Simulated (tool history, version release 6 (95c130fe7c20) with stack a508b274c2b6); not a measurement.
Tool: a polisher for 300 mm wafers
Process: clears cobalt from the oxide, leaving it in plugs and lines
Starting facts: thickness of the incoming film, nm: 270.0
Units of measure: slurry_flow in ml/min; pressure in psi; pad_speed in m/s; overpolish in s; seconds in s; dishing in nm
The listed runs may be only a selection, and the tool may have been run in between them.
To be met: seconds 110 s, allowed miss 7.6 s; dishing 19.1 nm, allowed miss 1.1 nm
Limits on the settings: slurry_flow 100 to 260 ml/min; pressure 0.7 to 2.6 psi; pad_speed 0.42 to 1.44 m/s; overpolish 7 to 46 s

run	hour	slurry_flow	pressure	pad_speed	overpolish	seconds	dishing
1	0	165	1.6	0.92	24	83.775	43.591
2	4.4	160	1.5	0.92	22	86.323	41.219
3	8.4	160	1.4	0.9	20	94.935	36.703
4	15	160	1.4	0.9	14	96.352	29.436
5	22.2	160	1.4	0.76	14	113.21	26.605
6	24.1	170	1.5	0.72	13	113.81	25.033
7	31	180	1.5	0.7	12	116.48	23.05
8	39	185	1.5	0.7	11	111.46	22.125
9	43.7	190	1.5	0.7	11	113.12	22.539
10	49.2	195	1.5	0.7	10	114.17	20.56

Consider the 5 candidate settings below. Which is the only one whose results all fall within their allowed miss of target?
A	54.7	190	1.3	0.74	13	?	?
B	54.7	185	1.8	0.64	11	?	?
C	54.7	225	1.3	0.72	12	?	?
D	54.7	190	1.4	0.78	9	?	?
E	54.7	200	1.2	0.82	12	?	?

move	seconds	dishing
A	125.7	23.804
B	109.42	23.261
C	126.12	22.3
D	112.17	19.415
E	120.88	23.05
A: further off than the last run
B: further off than the last run
C: further off than the last run
D: every result lands within tolerance
E: further off than the last run
D meets every target.
